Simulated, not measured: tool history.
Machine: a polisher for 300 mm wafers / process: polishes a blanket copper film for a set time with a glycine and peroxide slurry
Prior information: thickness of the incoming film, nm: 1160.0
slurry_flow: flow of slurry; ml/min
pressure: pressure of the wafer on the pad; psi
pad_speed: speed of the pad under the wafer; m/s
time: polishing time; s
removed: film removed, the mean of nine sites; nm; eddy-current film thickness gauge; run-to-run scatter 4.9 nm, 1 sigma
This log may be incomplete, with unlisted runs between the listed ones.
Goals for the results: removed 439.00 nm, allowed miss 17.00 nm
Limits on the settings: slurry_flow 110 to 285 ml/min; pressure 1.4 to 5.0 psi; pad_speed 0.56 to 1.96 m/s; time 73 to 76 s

run  hour  slurry_flow  pressure  pad_speed  time  removed
  1   0.0          180       3.2       1.26    73   531.71
  2   2.4          175       3.0       1.26    73   501.48
  3   4.2          175       2.9       1.26    73   488.86
  4   7.9          175       2.9       1.26    73   489.19
  5  14.3          175       2.8       1.26    73   476.35
  6  22.0          175       2.8       1.26    76   497.35
  7  30.5          175       2.7       1.26    76   476.72
  8  31.7          175       2.6       1.26    76   462.41

Which of these 4 next moves meets every target?
  A  32.9          185       2.8       1.22    76        ?
  B  32.9          170       2.7       1.08    76        ?
  C  32.9          210       3.0       1.24    73        ?
  D  32.9          180       2.7       1.28    74        ?

move  removed
   A   489.22
   B   435.05
   C   510.70
   D   475.07
A: further off than the last run
B: each result inside its tolerance
C: further off than the last run
D: further off than the last run
B meets every target.
